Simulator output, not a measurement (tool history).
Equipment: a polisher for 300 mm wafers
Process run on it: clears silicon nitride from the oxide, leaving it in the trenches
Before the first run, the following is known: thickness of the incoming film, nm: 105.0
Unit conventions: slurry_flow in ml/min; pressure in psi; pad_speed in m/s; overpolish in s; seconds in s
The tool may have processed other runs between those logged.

Run 1, hour 0: slurry_flow 260 ml/min, pressure 3.3 psi, pad_speed 1.16 m/s, overpolish 13 s. Result: seconds 108.63 s.
Run 2, hour 4.7: slurry_flow 260 ml/min, pressure 3.3 psi, pad_speed 0.88 m/s, overpolish 13 s. Result: seconds 125.74 s.
Run 3, hour 13.4: slurry_flow 260 ml/min, pressure 3.3 psi, pad_speed 0.88 m/s, overpolish 13 s. Result: seconds 124.27 s.
Run 4, hour 15.2: slurry_flow 260 ml/min, pressure 3.8 psi, pad_speed 0.94 m/s, overpolish 13 s. Result: seconds 108.19 s.
Run 5, hour 16.4: slurry_flow 260 ml/min, pressure 4.6 psi, pad_speed 0.94 m/s, overpolish 13 s. Result: seconds 90.811 s.
Run 6, hour 20.3: slurry_flow 265 ml/min, pressure 4.8 psi, pad_speed 1.04 m/s, overpolish 13 s. Result: seconds 80.959 s.
Run 7, hour 29.1: slurry_flow 265 ml/min, pressure 4.9 psi, pad_speed 1.1 m/s, overpolish 13 s. Result: seconds 76.744 s.

Estimate the outcome of run 8 from the log above:
Run 8, hour 33.4: slurry_flow 265 ml/min, pressure 5 psi, pad_speed 1.16 m/s, overpolish 13 s. Result: seconds ?.

Run 8 produced seconds 73.771 s.
